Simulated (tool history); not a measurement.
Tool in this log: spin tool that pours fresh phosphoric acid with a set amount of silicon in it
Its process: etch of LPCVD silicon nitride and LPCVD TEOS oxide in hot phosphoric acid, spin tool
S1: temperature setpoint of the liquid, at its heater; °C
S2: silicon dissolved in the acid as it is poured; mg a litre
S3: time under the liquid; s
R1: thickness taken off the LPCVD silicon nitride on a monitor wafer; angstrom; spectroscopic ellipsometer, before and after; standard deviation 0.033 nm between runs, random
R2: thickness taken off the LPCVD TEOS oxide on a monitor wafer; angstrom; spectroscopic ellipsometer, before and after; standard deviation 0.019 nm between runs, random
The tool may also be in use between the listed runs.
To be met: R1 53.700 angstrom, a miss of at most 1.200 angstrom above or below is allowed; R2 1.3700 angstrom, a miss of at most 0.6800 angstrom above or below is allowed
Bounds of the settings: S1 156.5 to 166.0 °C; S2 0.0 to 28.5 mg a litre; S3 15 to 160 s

run 1 day=0.000 | S1=161.0 S2=12.5 S3=80 | R1=65.166 R2=1.9913
run 2 day=0.292 | S1=160.0 S2=12.5 S3=80 | R1=63.627 R2=2.2191
run 3 day=0.479 | S1=158.5 S2=12.5 S3=80 | R1=60.166 R2=1.4561
run 4 day=0.850 | S1=158.5 S2=7.0 S3=80 | R1=60.653 R2=2.2013
run 5 day=0.883 | S1=158.0 S2=7.5 S3=80 | R1=59.425 R2=1.8277
run 6 day=1.017 | S1=157.5 S2=7.5 S3=80 | R1=58.980 R2=1.4066
run 7 day=1.262 | S1=157.5 S2=7.0 S3=80 | R1=58.217 R2=1.5455
-- day=1.612 dissolved silicon flow meter replaced
run 8 day=1.612 | S1=157.5 S2=6.5 S3=80 | R1=58.261 R2=1.9160
run 9 day=1.950 | S1=157.5 S2=7.0 S3=80 | R1=58.648 R2=1.3177
run 10 day=2.267 | S1=157.5 S2=6.5 S3=80 | R1=57.964 R2=1.6945
run 11 day=2.483 | S1=157.0 S2=6.5 S3=80 | R1=57.579 R2=1.8090
run 12 day=2.767 | S1=157.0 S2=7.5 S3=80 | R1=56.889 R2=1.4116

Pick the move, out of 4, that brings all results within their allowed miss; only one does.
run A day=3.050 | S1=157.0 S2=16.0 S3=75 | R1=? R2=?
run B day=3.050 | S1=158.5 S2=17.0 S3=75 | R1=? R2=?
run C day=3.050 | S1=156.5 S2=8.0 S3=80 | R1=? R2=?
run D day=3.050 | S1=157.0 S2=12.0 S3=80 | R1=? R2=?

move=A R1=53.675 R2=1.1586
move=B R1=56.478 R2=1.2630
move=C R1=56.286 R2=1.4343
move=D R1=57.254 R2=1.3625
A: all results in spec
B: an improvement on the last run, though not all results are within tolerance
C: an improvement on the last run, though not all results are within tolerance
D: the biggest miss grows against the last run
Answer: A
